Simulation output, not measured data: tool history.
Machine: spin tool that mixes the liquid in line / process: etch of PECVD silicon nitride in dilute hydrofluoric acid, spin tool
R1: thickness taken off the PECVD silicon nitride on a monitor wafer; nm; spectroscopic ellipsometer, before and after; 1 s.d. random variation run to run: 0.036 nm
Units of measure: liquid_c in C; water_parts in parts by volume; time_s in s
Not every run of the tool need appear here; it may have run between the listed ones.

Run 1, hour 0: liquid_c 26 C, water_parts 270 parts by volume, time_s 280 s. Result: R1 4.8341 nm.
Run 2, hour 0.6: liquid_c 25.5 C, water_parts 270 parts by volume, time_s 280 s. Result: R1 4.6917 nm.
Run 3, hour 2.8: liquid_c 25.5 C, water_parts 185 parts by volume, time_s 280 s. Result: R1 6.8374 nm.
Run 4, hour 4.5: liquid_c 24 C, water_parts 190 parts by volume, time_s 280 s. Result: R1 6.0375 nm.
Run 5, hour 7.6: liquid_c 20.5 C, water_parts 190 parts by volume, time_s 280 s. Result: R1 4.7716 nm.
Run 6, hour 11.7: liquid_c 20 C, water_parts 190 parts by volume, time_s 280 s. Result: R1 4.6567 nm.
Run 7, hour 16.4: liquid_c 19.5 C, water_parts 190 parts by volume, time_s 280 s. Result: R1 4.5277 nm.

Run 8, settings as shown, results not yet in. Your forecast:
Run 8, hour 18.4: liquid_c 19 C, water_parts 190 parts by volume, time_s 280 s. Result: R1 ?.

Run 8 measured R1 4.4069 nm.

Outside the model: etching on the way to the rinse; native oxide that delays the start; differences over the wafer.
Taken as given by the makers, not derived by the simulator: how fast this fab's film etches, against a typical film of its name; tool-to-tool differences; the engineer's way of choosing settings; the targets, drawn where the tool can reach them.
